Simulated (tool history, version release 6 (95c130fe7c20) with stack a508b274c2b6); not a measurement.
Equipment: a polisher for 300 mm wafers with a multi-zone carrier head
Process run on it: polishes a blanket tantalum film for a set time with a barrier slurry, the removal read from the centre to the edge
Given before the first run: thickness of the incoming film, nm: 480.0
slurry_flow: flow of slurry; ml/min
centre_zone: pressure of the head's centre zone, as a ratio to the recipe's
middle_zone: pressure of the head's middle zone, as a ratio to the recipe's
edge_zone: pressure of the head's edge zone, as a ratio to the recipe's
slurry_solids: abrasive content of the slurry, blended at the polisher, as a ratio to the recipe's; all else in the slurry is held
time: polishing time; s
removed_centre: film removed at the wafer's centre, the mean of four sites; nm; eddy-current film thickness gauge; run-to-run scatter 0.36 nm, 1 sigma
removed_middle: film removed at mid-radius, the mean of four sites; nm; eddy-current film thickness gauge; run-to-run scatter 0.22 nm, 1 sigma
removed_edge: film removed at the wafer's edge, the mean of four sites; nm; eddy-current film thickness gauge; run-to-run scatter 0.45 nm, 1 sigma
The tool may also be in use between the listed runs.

run	day	slurry_flow	centre_zone	middle_zone	edge_zone	slurry_solids	time	removed_centre	removed_middle	removed_edge
1	0.000	135	1.00	1.00	1.00	1.0	32	43.516	42.306	43.900
2	0.138	135	1.00	1.00	1.00	1.0	26	34.816	34.636	36.798
3	0.233	135	1.00	1.00	1.00	1.2	26	37.515	36.843	38.346
4	0.479	135	1.01	0.99	1.02	1.2	26	37.448	36.197	39.057
5	0.679	135	1.01	1.04	1.02	1.2	26	37.786	37.806	38.962
6	0.888	130	1.02	1.03	1.04	1.2	26	37.715	37.388	38.897
7	0.983	130	1.03	1.01	1.06	1.2	26	37.357	36.823	39.106

Forecast run 8:
8	1.029	130	1.04	0.99	1.07	1.2	26	?	?	?

Logged for run 8: removed_centre 37.874 nm, removed_middle 35.878 nm, removed_edge 39.454 nm.
